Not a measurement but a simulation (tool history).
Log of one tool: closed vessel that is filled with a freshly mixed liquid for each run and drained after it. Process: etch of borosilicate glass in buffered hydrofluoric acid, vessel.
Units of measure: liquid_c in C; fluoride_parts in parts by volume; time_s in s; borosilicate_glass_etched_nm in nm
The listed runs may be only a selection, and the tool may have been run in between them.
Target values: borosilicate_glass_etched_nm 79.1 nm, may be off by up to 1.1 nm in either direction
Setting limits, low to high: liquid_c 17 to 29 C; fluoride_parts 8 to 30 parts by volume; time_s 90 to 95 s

| run | hour | liquid_c | fluoride_parts | time_s | borosilicate_glass_etched_nm |
|---|---|---|---|---|---|
| 1 | 0 | 21 | 22.5 | 90 | 43.983 |
| 2 | 1.6 | 21 | 29 | 90 | 37.158 |
| 3 | 9.6 | 23 | 25.5 | 90 | 45.178 |
| 4 | 14.5 | 24.5 | 23 | 90 | 52.615 |
| 5 | 23.1 | 23 | 23 | 90 | 48.58 |
| 6 | 32.1 | 23 | 20 | 90 | 53.659 |
| 7 | 37.7 | 24.5 | 19.5 | 90 | 59.199 |
| 8 | 42 | 25.5 | 19 | 90 | 64.261 |
| 9 | 47.7 | 26.5 | 19 | 90 | 67.659 |
| 10 | 52.8 | 27 | 19 | 90 | 69.121 |
| 11 | 54.2 | 27.5 | 19 | 90 | 71.839 |
| 12 | 61 | 28 | 19 | 90 | 73.655 |
| 13 | 66.6 | 28.5 | 19 | 90 | 75.498 |

Exercise: of the 5 proposed moves below, exactly one satisfies all targets within the stated allowed misses. Which move is it?
| A | 72.2 | 29 | 19.5 | 95 | ? |
| B | 72.2 | 27 | 17.5 | 90 | ? |
| C | 72.2 | 22 | 14 | 95 | ? |
| D | 72.2 | 28.5 | 17.5 | 90 | ? |
| E | 72.2 | 29 | 19 | 95 | ? |

| move | borosilicate_glass_etched_nm |
|---|---|
| A | 79.44 |
| B | 75.4 |
| C | 75.951 |
| D | 81.591 |
| E | 81.506 |
A: all results land within tolerance of their targets
B: no better and no worse than the last run
C: closes in on the targets versus the last run, not all within tolerance yet
D: carries the result that was furthest off beyond its target, to the other side
E: carries the result that was furthest off beyond its target, to the other side
A meets every target.
